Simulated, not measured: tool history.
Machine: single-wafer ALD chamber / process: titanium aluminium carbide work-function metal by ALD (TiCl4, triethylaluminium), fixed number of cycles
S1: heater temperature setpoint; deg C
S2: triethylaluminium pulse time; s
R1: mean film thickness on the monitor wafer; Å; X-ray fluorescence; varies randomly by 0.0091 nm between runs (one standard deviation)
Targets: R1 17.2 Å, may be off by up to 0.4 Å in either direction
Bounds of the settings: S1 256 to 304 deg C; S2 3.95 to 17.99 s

Run 1, hour 0: S1 280 deg C, S2 10.97 s. Result: R1 21.11 Å.
Run 2, hour 7.8: S1 285 deg C, S2 10.97 s. Result: R1 21.744 Å.
Run 3, hour 8.5: S1 285 deg C, S2 13.4 s. Result: R1 21.999 Å.
Run 4, hour 10.5: S1 278 deg C, S2 11.04 s. Result: R1 21.2 Å.
Run 5, hour 17.2: S1 273 deg C, S2 9.27 s. Result: R1 19.954 Å.
Run 6, hour 23.3: S1 269 deg C, S2 8.05 s. Result: R1 18.485 Å.
Run 7, hour 28.6: S1 267 deg C, S2 7.89 s. Result: R1 18.266 Å.
Run 8, hour 35.7: S1 256 deg C, S2 6.2 s. Result: R1 14.373 Å.
Run 9, hour 39.6: S1 259 deg C, S2 6.29 s. Result: R1 14.56 Å.

Below are 5 possible settings for the next run. Only one of them brings all results inside the allowed miss of their targets. Which is it?
Run A, hour 43.5: S1 256 deg C, S2 8.94 s. Result: R1 ?.
Run B, hour 43.5: S1 265 deg C, S2 8.28 s. Result: R1 ?.
Run C, hour 43.5: S1 258 deg C, S2 8.58 s. Result: R1 ?.
Run D, hour 43.5: S1 263 deg C, S2 7.4 s. Result: R1 ?.
Run E, hour 43.5: S1 261 deg C, S2 8.2 s. Result: R1 ?.

move      R1
   A  18.176
   B  18.451
   C  18.098
   D  17.245
   E  18.029
A: takes the biggest miss from the last run beyond its target
B: takes the biggest miss from the last run beyond its target
C: takes the biggest miss from the last run beyond its target
D: each result inside its tolerance
E: takes the biggest miss from the last run beyond its target
D meets every target.
